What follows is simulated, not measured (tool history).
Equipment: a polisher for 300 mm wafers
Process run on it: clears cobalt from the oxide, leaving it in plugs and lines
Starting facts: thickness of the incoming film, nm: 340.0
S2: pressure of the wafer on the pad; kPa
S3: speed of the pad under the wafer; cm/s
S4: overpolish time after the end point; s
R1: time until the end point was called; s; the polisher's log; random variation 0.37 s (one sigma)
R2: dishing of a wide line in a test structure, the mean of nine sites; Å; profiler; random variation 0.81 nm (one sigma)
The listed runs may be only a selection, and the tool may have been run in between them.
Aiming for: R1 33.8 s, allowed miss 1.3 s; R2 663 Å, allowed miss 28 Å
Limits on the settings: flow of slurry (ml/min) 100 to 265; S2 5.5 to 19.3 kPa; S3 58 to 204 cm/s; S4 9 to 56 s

Run 1, day 0: flow of slurry (ml/min) 170, S2 12.4 kPa, S3 130 cm/s, S4 29 s. Result: R1 41.664 s, R2 646.85 Å.
Run 2, day 0.033: flow of slurry (ml/min) 175, S2 13.1 kPa, S3 130 cm/s, S4 29 s. Result: R1 39.938 s, R2 640.18 Å.
Run 3, day 0.125: flow of slurry (ml/min) 175, S2 13.1 kPa, S3 98 cm/s, S4 29 s. Result: R1 52.183 s, R2 604.69 Å.
Run 4, day 0.242: flow of slurry (ml/min) 175, S2 14.5 kPa, S3 100 cm/s, S4 32 s. Result: R1 46.378 s, R2 641.85 Å.
Run 5, day 0.425: flow of slurry (ml/min) 175, S2 14.5 kPa, S3 74 cm/s, S4 32 s. Result: R1 60.562 s, R2 599.05 Å.
Run 6, day 0.662: flow of slurry (ml/min) 180, S2 15.9 kPa, S3 80 cm/s, S4 31 s. Result: R1 53.13 s, R2 625.79 Å.
Run 7, day 0.896: flow of slurry (ml/min) 180, S2 16.5 kPa, S3 88 cm/s, S4 28 s. Result: R1 46.266 s, R2 610.36 Å.
Run 8, day 1.242: flow of slurry (ml/min) 180, S2 17.2 kPa, S3 92 cm/s, S4 29 s. Result: R1 42.819 s, R2 628.11 Å.
Run 9, day 1.275: flow of slurry (ml/min) 180, S2 17.9 kPa, S3 96 cm/s, S4 30 s. Result: R1 39.239 s, R2 642.69 Å.

Exercise: of the 4 proposed moves below, exactly one satisfies all targets within the stated allowed misses. Which move is it?
Run A, day 1.308: flow of slurry (ml/min) 230, S2 12.4 kPa, S3 122 cm/s, S4 50 s. Result: R1 ?, R2 ?.
Run B, day 1.308: flow of slurry (ml/min) 155, S2 15.9 kPa, S3 130 cm/s, S4 33 s. Result: R1 ?, R2 ?.
Run C, day 1.308: flow of slurry (ml/min) 160, S2 18.6 kPa, S3 98 cm/s, S4 36 s. Result: R1 ?, R2 ?.
Run D, day 1.308: flow of slurry (ml/min) 185, S2 17.2 kPa, S3 108 cm/s, S4 40 s. Result: R1 ?, R2 ?.

move      R1      R2
   A  42.938  667.14
   B  34.002  660.24
   C  38.108  660.09
   D  36.464  664.37
A: its largest miss is bigger than the last run's
B: every result lands within tolerance
C: closes in on the targets versus the last run, not all within tolerance yet
D: closes in on the targets versus the last run, not all within tolerance yet
Correct choice: B, which meets every target

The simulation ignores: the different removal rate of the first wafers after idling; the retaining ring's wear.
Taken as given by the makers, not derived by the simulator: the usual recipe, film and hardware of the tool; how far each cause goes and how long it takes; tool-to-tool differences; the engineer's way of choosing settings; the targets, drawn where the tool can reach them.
